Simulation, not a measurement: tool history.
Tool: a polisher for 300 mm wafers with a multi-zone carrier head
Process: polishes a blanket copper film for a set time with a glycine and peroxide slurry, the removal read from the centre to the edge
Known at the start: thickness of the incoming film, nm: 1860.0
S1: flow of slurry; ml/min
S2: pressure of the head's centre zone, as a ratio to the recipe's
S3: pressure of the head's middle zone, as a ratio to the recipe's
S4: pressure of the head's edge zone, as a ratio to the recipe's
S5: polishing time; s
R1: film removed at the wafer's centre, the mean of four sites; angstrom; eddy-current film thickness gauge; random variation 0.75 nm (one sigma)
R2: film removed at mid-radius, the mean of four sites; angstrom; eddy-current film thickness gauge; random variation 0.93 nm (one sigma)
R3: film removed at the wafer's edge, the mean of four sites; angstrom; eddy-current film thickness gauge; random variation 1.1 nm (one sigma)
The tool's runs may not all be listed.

run 1 hour=0.0 | S1=235 S2=1.00 S3=1.00 S4=1.00 S5=45 | R1=1461.8 R2=1530.5 R3=1472.0
run 2 hour=7.8 | S1=280 S2=1.00 S3=1.00 S4=1.00 S5=45 | R1=1499.4 R2=1580.1 R3=1515.9
run 3 hour=14.8 | S1=265 S2=0.98 S3=0.97 S4=0.98 S5=42 | R1=1371.2 R2=1405.2 R3=1382.3
run 4 hour=21.3 | S1=265 S2=0.98 S3=0.92 S4=0.98 S5=42 | R1=1377.2 R2=1335.2 R3=1416.4
run 5 hour=22.4 | S1=265 S2=0.98 S3=0.92 S4=1.02 S5=42 | R1=1363.0 R2=1346.6 R3=1420.9
run 6 hour=28.8 | S1=265 S2=0.98 S3=0.92 S4=1.02 S5=32 | R1=1050.4 R2=996.9 R3=1075.2

The next listed run, before its measurement:
run 7 hour=33.7 | S1=265 S2=0.98 S3=0.92 S4=1.02 S5=32 | R1=? R2=? R3=?

{"run 7": {"R1": 1038.5, "R2": 1015.5, "R3": 1094.8}}
